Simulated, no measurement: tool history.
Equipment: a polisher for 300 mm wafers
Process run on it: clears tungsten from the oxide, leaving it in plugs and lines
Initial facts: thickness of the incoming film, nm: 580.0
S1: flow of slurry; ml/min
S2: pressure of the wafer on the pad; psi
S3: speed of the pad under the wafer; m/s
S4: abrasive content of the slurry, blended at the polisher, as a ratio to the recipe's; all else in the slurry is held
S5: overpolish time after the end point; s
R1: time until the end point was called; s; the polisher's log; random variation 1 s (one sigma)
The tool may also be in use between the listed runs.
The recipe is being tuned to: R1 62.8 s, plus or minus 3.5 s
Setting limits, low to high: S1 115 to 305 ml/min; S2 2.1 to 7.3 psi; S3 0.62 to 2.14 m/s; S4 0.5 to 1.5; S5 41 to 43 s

run    day   S1   S2    S3   S4  S5      R1
  1      0  195  4.7  1.38    1  41  108.66
  2  0.279  195  4.7  1.66    1  41  89.597
  3  0.396  195  4.9  1.66    1  41  87.031
  4  0.579  195  4.9  1.66  1.1  41  82.912
  5  0.658  195  5.1  1.66  1.1  41  82.094
     0.879  -- slurry tank refilled with fresh slurry and peroxide
  6  0.879  195    4  1.66  1.1  41  80.509
  7  1.246  195    4   1.7  1.1  41  76.902
  8  1.271  195    4  1.74  1.1  41  78.167
  9  1.317  195    4  1.78  1.1  41   77.21
 10  1.479  195    4  1.82  1.1  41  72.279
 11  1.638  195    4  1.82  1.1  41  73.884

Which single option among these 4 for the next run brings every result within its allowed miss of target? Just one does.
  A  1.796  170  4.6  1.64  1.15  41   ?
  B  1.796  205  4.4     2  1.35  43   ?
  C  1.796  215  4.2   1.9  1.45  42   ?
  D  1.796  215  4.9  1.64  1.05  41   ?

move      R1
   A  71.069
   B  57.627
   C  61.929
   D   67.24
A: gains on the last run, yet a result remains outside its allowed miss
B: takes the result that was furthest off past its target
C: in spec on every target
D: gains on the last run, yet a result remains outside its allowed miss
C meets every target.
